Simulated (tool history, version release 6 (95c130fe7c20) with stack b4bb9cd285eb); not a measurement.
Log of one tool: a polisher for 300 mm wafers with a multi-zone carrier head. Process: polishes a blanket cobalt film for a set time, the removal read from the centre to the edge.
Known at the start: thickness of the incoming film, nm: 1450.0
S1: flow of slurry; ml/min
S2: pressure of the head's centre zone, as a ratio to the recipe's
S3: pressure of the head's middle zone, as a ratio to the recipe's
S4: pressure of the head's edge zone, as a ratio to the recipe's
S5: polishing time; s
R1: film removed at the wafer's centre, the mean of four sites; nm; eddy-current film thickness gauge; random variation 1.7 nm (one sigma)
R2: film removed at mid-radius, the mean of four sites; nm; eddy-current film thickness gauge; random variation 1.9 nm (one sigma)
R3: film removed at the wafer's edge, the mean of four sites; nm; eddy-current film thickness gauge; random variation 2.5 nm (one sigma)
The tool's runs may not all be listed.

run    day   S1    S2    S3    S4  S5      R1      R2      R3
  1  0.000  295  1.00  1.00  1.00  85  257.09  259.98  266.32
  2  0.367  295  1.00  1.07  1.00  85  258.12  278.12  268.72
  3  0.633  295  1.00  0.99  1.00  85  258.56  256.52  267.23
  4  0.879  295  1.00  0.99  1.06  85  257.23  259.36  281.77
  5  1.033  285  0.98  0.95  0.98  84  242.38  241.27  259.59
  6  1.154  215  0.98  0.95  0.98  84  237.39  236.82  254.87
  7  1.221  215  0.98  0.93  0.93  83  234.09  229.46  247.37

The next listed run, before its measurement:
  8  1.292  220  0.99  0.93  0.90  81   ?   ?   ?

{"run 8": {"R1": 232.78, "R2": 221.61, "R3": 238.6}}

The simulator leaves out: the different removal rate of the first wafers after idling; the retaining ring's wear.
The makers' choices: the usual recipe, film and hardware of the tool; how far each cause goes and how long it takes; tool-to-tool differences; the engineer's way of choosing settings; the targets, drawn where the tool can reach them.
